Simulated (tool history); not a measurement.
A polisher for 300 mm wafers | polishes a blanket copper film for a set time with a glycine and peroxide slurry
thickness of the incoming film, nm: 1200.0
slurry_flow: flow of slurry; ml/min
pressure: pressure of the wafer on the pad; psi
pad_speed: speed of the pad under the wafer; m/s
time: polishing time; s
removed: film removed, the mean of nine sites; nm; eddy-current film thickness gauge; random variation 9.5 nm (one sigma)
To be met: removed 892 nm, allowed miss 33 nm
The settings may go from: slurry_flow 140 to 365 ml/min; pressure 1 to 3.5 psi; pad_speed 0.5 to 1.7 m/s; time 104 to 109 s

run,hour,slurry_flow,pressure,pad_speed,time,removed
1,0,235,2.2,1.1,104,540.51
2,6,235,2.4,1.1,104,568.31
3,14.9,235,2.4,1.1,109,583.88
4,19.3,235,3,1.1,109,706.81
5,21.8,235,3,1.22,109,733.88
6,26.6,235,3.5,1.22,109,823.78
7,34.9,235,3.5,1.24,109,815.89
8,42,235,3.5,1.26,109,832.18
9,46.1,235,3.5,1.28,109,851.13
10,50.3,235,3.5,1.3,109,863.39

Which of these 4 next moves meets every target?
A,54.5,245,3.4,1.28,105,?
B,54.5,210,3.2,1.38,109,?
C,54.5,170,3.5,1.28,106,?
D,54.5,295,3.5,1.34,108,?

move,removed
A,784.14
B,802.66
C,756.43
D,872.92
A: further off than the last run
B: further off than the last run
C: further off than the last run
D: meets every target
Move D is the one to make.

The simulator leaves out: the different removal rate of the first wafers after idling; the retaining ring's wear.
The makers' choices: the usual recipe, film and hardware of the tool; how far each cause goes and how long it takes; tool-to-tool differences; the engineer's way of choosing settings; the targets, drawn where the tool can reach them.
